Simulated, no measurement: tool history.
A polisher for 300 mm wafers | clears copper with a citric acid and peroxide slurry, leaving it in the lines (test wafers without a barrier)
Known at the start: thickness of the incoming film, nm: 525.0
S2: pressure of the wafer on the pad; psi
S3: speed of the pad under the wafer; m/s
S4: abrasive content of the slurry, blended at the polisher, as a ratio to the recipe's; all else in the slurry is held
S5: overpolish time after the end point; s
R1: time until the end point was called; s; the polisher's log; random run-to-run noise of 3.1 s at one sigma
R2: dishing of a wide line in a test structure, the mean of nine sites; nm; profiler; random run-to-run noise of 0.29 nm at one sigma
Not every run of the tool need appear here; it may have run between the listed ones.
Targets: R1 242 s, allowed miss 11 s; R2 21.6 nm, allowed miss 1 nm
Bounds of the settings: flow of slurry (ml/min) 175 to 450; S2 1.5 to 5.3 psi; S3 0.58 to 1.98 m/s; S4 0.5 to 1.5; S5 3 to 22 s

{"run": 1, "hour": 0.0, "flow of slurry (ml/min)": 290, "S2": 3.4, "S3": 1.28, "S4": 1, "S5": 11, "R1": 133.54, "R2": 31.498}
{"run": 2, "hour": 5.0, "flow of slurry (ml/min)": 240, "S2": 3.4, "S3": 1.28, "S4": 1, "S5": 11, "R1": 133.2, "R2": 31.442}
{"run": 3, "hour": 5.9, "flow of slurry (ml/min)": 240, "S2": 3.4, "S3": 1.42, "S4": 1, "S5": 11, "R1": 124.46, "R2": 32.295}
{"run": 4, "hour": 8.6, "flow of slurry (ml/min)": 240, "S2": 3, "S3": 1.36, "S4": 1, "S5": 11, "R1": 148.03, "R2": 29.259}
{"run": 5, "hour": 16.7, "flow of slurry (ml/min)": 240, "S2": 3, "S3": 1.36, "S4": 1.15, "S5": 11, "R1": 143.67, "R2": 29.789}
{"run": 6, "hour": 17.3, "flow of slurry (ml/min)": 240, "S2": 2.2, "S3": 1.36, "S4": 1.15, "S5": 11, "R1": 193.16, "R2": 22.992}
{"run": 7, "hour": 18.3, "flow of slurry (ml/min)": 240, "S2": 2.1, "S3": 1.36, "S4": 1.15, "S5": 11, "R1": 204.95, "R2": 21.806}
{"run": 8, "hour": 23.5, "flow of slurry (ml/min)": 240, "S2": 2, "S3": 1.36, "S4": 1.15, "S5": 11, "R1": 214.84, "R2": 20.943}
{"run": 9, "hour": 27.3, "flow of slurry (ml/min)": 240, "S2": 1.9, "S3": 1.36, "S4": 1.15, "S5": 11, "R1": 220.64, "R2": 20.372}
{"run": 10, "hour": 34.1, "flow of slurry (ml/min)": 240, "S2": 1.5, "S3": 1.34, "S4": 1.15, "S5": 13, "R1": 279.79, "R2": 18.586}
{"run": 11, "hour": 38.9, "flow of slurry (ml/min)": 240, "S2": 1.9, "S3": 1.34, "S4": 1.15, "S5": 13, "R1": 222.54, "R2": 23.086}

Consider the 4 candidate settings below. Which is the only one whose results all fall within their allowed miss of target?
{"run": "A", "hour": 43.7, "flow of slurry (ml/min)": 245, "S2": 1.8, "S3": 1.32, "S4": 1.15, "S5": 11, "R1": "?", "R2": "?"}
{"run": "B", "hour": 43.7, "flow of slurry (ml/min)": 245, "S2": 1.7, "S3": 1.44, "S4": 1.05, "S5": 13, "R1": "?", "R2": "?"}
{"run": "C", "hour": 43.7, "flow of slurry (ml/min)": 230, "S2": 1.8, "S3": 1.06, "S4": 1.05, "S5": 15, "R1": "?", "R2": "?"}
{"run": "D", "hour": 43.7, "flow of slurry (ml/min)": 180, "S2": 1.7, "S3": 1.28, "S4": 0.9, "S5": 15, "R1": "?", "R2": "?"}

move=A R1=238.1 R2=18.368
move=B R1=240.9 R2=21.086
move=C R1=279.76 R2=21.016
move=D R1=275.75 R2=21.242
A: brings the result that was furthest off to its target, and leaves another outside
B: every result lands within tolerance
C: takes the biggest miss from the last run beyond its target
D: takes the biggest miss from the last run beyond its target
B is the move that brings every result within its allowed miss.
